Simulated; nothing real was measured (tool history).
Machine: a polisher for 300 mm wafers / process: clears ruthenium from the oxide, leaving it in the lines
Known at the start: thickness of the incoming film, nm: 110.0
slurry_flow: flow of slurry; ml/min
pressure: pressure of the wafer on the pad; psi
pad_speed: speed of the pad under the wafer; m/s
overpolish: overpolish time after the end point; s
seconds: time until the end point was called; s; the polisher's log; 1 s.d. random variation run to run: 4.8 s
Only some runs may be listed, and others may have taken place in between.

run,day,slurry_flow,pressure,pad_speed,overpolish,seconds
1,0,140,1.5,1,40,114.55
2,0.267,140,1.7,1,40,100.41
3,0.354,140,1.5,0.94,40,116.68
4,0.529,115,1.5,0.94,40,127.93
5,0.658,100,1.5,0.94,40,126.67
6,1.004,100,1.5,0.78,40,150.32
# day 1.358: slurry nozzle cleaned
7,1.358,100,1.3,0.76,40,176.41
8,1.554,100,1.2,0.74,40,192.16

Forecast run 9:
9,1.604,100,1.1,0.74,40,?

seconds: 206.22 s
